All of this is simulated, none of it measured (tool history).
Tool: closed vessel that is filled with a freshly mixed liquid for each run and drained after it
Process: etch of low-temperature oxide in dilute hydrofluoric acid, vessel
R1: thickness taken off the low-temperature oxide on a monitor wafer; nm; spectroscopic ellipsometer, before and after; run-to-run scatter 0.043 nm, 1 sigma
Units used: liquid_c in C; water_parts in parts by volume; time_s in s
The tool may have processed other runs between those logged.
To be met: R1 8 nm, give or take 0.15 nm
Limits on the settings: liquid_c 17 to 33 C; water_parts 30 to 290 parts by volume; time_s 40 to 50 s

run 1 hour=0 | liquid_c=25 water_parts=160 time_s=50 | R1=3.1562
run 2 hour=7.8 | liquid_c=23 water_parts=160 time_s=50 | R1=2.9237
run 3 hour=14.6 | liquid_c=23 water_parts=160 time_s=40 | R1=2.3492
run 4 hour=21.6 | liquid_c=25.5 water_parts=160 time_s=40 | R1=2.5846
run 5 hour=29.9 | liquid_c=27 water_parts=160 time_s=40 | R1=2.7292
run 6 hour=37.1 | liquid_c=24.5 water_parts=160 time_s=40 | R1=2.4681
run 7 hour=46.1 | liquid_c=28.5 water_parts=95 time_s=40 | R1=5.2601
run 8 hour=49.5 | liquid_c=30 water_parts=85 time_s=40 | R1=6.3618
run 9 hour=54.7 | liquid_c=33 water_parts=75 time_s=40 | R1=8.2123

Which one of the following 4 next-run settings gets every result inside its allowed miss? There is exactly one.
run A hour=59.9 | liquid_c=33 water_parts=90 time_s=50 | R1=?
run B hour=59.9 | liquid_c=32.5 water_parts=95 time_s=50 | R1=?
run C hour=59.9 | liquid_c=31 water_parts=75 time_s=45 | R1=?
run D hour=59.9 | liquid_c=33 water_parts=85 time_s=45 | R1=?

move=A R1=8.3934
move=B R1=7.7474
move=C R1=8.6061
move=D R1=8.0605
A: misses by more than the last run did
B: the result that was furthest off in the last run now lies on the other side of its target
C: misses by more than the last run did
D: in spec on every target
The right move is D.
